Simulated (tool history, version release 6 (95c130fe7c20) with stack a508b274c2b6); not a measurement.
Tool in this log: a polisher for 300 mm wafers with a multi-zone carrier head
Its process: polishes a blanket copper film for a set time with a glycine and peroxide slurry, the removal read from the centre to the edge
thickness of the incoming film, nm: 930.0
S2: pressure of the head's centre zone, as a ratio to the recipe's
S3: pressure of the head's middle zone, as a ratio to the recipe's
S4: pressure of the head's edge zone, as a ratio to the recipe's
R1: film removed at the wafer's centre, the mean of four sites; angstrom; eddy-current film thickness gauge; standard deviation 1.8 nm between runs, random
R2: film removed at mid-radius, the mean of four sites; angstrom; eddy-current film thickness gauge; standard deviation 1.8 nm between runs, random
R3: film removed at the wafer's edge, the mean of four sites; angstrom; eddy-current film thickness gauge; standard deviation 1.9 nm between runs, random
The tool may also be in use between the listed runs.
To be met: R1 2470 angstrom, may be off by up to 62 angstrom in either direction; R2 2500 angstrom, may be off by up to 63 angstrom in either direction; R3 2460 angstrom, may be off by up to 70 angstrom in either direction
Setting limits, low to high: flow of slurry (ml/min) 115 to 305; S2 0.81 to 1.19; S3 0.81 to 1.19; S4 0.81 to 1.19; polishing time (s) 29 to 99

{"run": 1, "hour": 0.0, "flow of slurry (ml/min)": 195, "S2": 1, "S3": 1, "S4": 1, "polishing time (s)": 64, "R1": 3519.5, "R2": 3449.2, "R3": 3532.3}
{"run": 2, "hour": 6.9, "flow of slurry (ml/min)": 190, "S2": 0.98, "S3": 0.99, "S4": 0.96, "polishing time (s)": 59, "R1": 3181.5, "R2": 3189.2, "R3": 3144.2}
{"run": 3, "hour": 8.3, "flow of slurry (ml/min)": 190, "S2": 0.98, "S3": 1.07, "S4": 0.96, "polishing time (s)": 59, "R1": 3209.8, "R2": 3359.8, "R3": 3140.2}
{"run": 4, "hour": 15.3, "flow of slurry (ml/min)": 190, "S2": 0.94, "S3": 1.07, "S4": 0.96, "polishing time (s)": 59, "R1": 3099.5, "R2": 3419.1, "R3": 3073.2}
{"run": 5, "hour": 20.7, "flow of slurry (ml/min)": 180, "S2": 0.93, "S3": 1.01, "S4": 0.93, "polishing time (s)": 57, "R1": 2865.7, "R2": 3053.8, "R3": 3016}
{"run": 6, "hour": 21.2, "flow of slurry (ml/min)": 180, "S2": 0.93, "S3": 0.97, "S4": 0.93, "polishing time (s)": 57, "R1": 2921.8, "R2": 3000, "R3": 2956.8}
{"run": 7, "hour": 23.1, "flow of slurry (ml/min)": 180, "S2": 0.91, "S3": 0.95, "S4": 0.9, "polishing time (s)": 55, "R1": 2700.1, "R2": 2804.1, "R3": 2815.5}
{"run": 8, "hour": 23.8, "flow of slurry (ml/min)": 180, "S2": 0.91, "S3": 0.95, "S4": 0.88, "polishing time (s)": 53, "R1": 2652.9, "R2": 2750.6, "R3": 2683.2}
{"run": 9, "hour": 32.2, "flow of slurry (ml/min)": 170, "S2": 0.91, "S3": 0.94, "S4": 0.86, "polishing time (s)": 52, "R1": 2538.2, "R2": 2634.4, "R3": 2627.2}
{"run": 10, "hour": 40.1, "flow of slurry (ml/min)": 170, "S2": 0.92, "S3": 0.94, "S4": 0.85, "polishing time (s)": 51, "R1": 2515.2, "R2": 2582.3, "R3": 2514.5}

Consider the 4 candidate settings below. Which is the only one whose results all fall within their allowed miss of target?
{"run": "A", "hour": 48.0, "flow of slurry (ml/min)": 180, "S2": 0.91, "S3": 1, "S4": 0.82, "polishing time (s)": 50, "R1": "?", "R2": "?", "R3": "?"}
{"run": "B", "hour": 48.0, "flow of slurry (ml/min)": 150, "S2": 0.88, "S3": 0.97, "S4": 0.81, "polishing time (s)": 54, "R1": "?", "R2": "?", "R3": "?"}
{"run": "C", "hour": 48.0, "flow of slurry (ml/min)": 125, "S2": 0.94, "S3": 0.95, "S4": 0.84, "polishing time (s)": 52, "R1": "?", "R2": "?", "R3": "?"}
{"run": "D", "hour": 48.0, "flow of slurry (ml/min)": 210, "S2": 0.89, "S3": 1.02, "S4": 0.81, "polishing time (s)": 50, "R1": "?", "R2": "?", "R3": "?"}

move=A R1=2464.3 R2=2711.7 R3=2427.3
move=B R1=2482.2 R2=2764.3 R3=2548
move=C R1=2441.3 R2=2516 R3=2426.3
move=D R1=2474.4 R2=2822.2 R3=2455.3
A: its largest miss is bigger than the last run's
B: its largest miss is bigger than the last run's
C: meets every target
D: its largest miss is bigger than the last run's
The move that meets every target is C.
